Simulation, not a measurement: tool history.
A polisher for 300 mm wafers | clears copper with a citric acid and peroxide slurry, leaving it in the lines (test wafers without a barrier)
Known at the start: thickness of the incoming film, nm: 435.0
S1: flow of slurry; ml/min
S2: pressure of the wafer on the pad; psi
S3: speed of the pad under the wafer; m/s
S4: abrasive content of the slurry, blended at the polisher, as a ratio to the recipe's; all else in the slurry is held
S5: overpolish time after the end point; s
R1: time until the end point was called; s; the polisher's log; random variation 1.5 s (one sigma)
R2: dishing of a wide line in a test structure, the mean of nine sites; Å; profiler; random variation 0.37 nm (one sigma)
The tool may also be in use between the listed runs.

{"run": 1, "hour": 0.0, "S1": 280, "S2": 3.2, "S3": 1.32, "S4": 1, "S5": 19, "R1": 148.5, "R2": 294.04}
{"run": 2, "hour": 5.4, "S1": 275, "S2": 3.1, "S3": 1.32, "S4": 1, "S5": 22, "R1": 151.41, "R2": 318.67}
{"run": 3, "hour": 10.9, "S1": 275, "S2": 3.1, "S3": 1.32, "S4": 0.9, "S5": 22, "R1": 156.41, "R2": 310.2}
{"run": 4, "hour": 12.2, "S1": 275, "S2": 3, "S3": 1.32, "S4": 0.9, "S5": 24, "R1": 160.14, "R2": 324.11}
{"run": 5, "hour": 13.3, "S1": 275, "S2": 2.9, "S3": 1.32, "S4": 0.9, "S5": 26, "R1": 167.24, "R2": 329.91}
{"run": 6, "hour": 15.5, "S1": 275, "S2": 2.9, "S3": 1.32, "S4": 0.9, "S5": 27, "R1": 168.06, "R2": 330.5}

Forecast run 7:
{"run": 7, "hour": 17.9, "S1": 275, "S2": 2.9, "S3": 1.32, "S4": 0.9, "S5": 28, "R1": "?", "R2": "?"}

R1: 166.66 s
R2: 340.1 Å
